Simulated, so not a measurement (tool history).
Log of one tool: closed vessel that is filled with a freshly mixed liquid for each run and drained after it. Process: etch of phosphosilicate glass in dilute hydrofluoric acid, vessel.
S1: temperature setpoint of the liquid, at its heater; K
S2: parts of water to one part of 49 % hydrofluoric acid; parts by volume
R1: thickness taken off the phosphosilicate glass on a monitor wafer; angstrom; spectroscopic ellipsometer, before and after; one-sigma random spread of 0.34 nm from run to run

{"run": 1, "hour": 0.0, "S1": 297.15, "S2": 130, "time in the liquid (s)": 30, "R1": 139.34}
{"run": 2, "hour": 1.7, "S1": 297.15, "S2": 110, "time in the liquid (s)": 30, "R1": 166.72}
{"run": 3, "hour": 8.1, "S1": 297.15, "S2": 155, "time in the liquid (s)": 30, "R1": 114.94}
{"run": 4, "hour": 11.1, "S1": 297.15, "S2": 120, "time in the liquid (s)": 30, "R1": 152.73}
{"run": 5, "hour": 15.4, "S1": 298.15, "S2": 110, "time in the liquid (s)": 30, "R1": 174.25}
{"run": 6, "hour": 23.5, "S1": 298.15, "S2": 80, "time in the liquid (s)": 30, "R1": 247.84}
{"run": 7, "hour": 32.5, "S1": 299.15, "S2": 75, "time in the liquid (s)": 30, "R1": 277.03}

For run 8, what comes out?
{"run": 8, "hour": 35.9, "S1": 303.15, "S2": 45, "time in the liquid (s)": 30, "R1": "?"}

Run 8 yielded R1 574.43 angstrom.

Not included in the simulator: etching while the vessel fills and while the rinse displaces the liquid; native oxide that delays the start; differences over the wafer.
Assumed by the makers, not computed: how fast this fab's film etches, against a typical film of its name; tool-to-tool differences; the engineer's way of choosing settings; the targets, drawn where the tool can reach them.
